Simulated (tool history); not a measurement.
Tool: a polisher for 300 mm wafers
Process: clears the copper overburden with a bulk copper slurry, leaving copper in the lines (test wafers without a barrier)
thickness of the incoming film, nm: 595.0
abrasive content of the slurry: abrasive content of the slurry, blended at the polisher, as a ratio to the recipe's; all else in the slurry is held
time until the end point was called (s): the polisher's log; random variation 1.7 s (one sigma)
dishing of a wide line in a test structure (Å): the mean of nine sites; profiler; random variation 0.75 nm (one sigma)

run,hour,flow of slurry (ml/min),pressure of the wafer on the pad (psi),speed of the pad under the wafer (cm/s),abrasive content of the slurry,overpolish time after the end point (s),time until the end point was called (s),dishing of a wide line in a test structure (Å)
1,0,185,2.1,106,1,28,91.487,946.52
2,1.2,185,2.1,120,1,28,79.773,992.41
3,4.9,185,2.1,108,1,28,87.66,948.13
4,12.9,145,2.1,108,1,28,91.738,913.29
5,14,145,2.1,108,1,40,93.1,1084.1
6,16,140,1.9,116,0.9,35,99.76,978.61
7,19.2,135,1.8,120,1,31,96.903,903.8
8,27,130,1.7,122,1.1,27,102.55,797.66
9,31.5,125,1.6,128,1.15,24,100.42,746.22
10,40.3,125,1.5,132,1.2,21,106.95,672.71

Run 11 comes next. What will it give?
11,46.3,175,1,162,1.15,8,?,?

Run 11 gave time until the end point was called (s) 118.09, dishing of a wide line in a test structure (Å) 297.22.

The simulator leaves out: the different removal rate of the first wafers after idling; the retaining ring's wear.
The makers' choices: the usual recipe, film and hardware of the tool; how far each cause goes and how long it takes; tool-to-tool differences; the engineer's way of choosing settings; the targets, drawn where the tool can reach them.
